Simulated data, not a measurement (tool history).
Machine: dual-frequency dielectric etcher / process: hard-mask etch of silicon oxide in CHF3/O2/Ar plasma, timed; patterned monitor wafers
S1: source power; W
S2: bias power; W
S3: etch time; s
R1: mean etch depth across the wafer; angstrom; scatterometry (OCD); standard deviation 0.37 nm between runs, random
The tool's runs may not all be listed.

| run | hour | S1 | S2 | S3 | R1 |
|---|---|---|---|---|---|
| 1 | 0 | 610 | 191 | 33 | 715.29 |
| 2 | 5.5 | 500 | 191 | 33 | 675.02 |
| 3 | 13.5 | 560 | 196 | 33 | 707.25 |
| 4 | 21.9 | 640 | 196 | 33 | 741.21 |
| 5 | 29.1 | 640 | 226 | 33 | 775.19 |
| 6 | 29.8 | 640 | 258 | 33 | 807.12 |

What does the tool deliver on the next run?
| 7 | 32.9 | 650 | 258 | 33 | ? |

R1: 808.46 angstrom
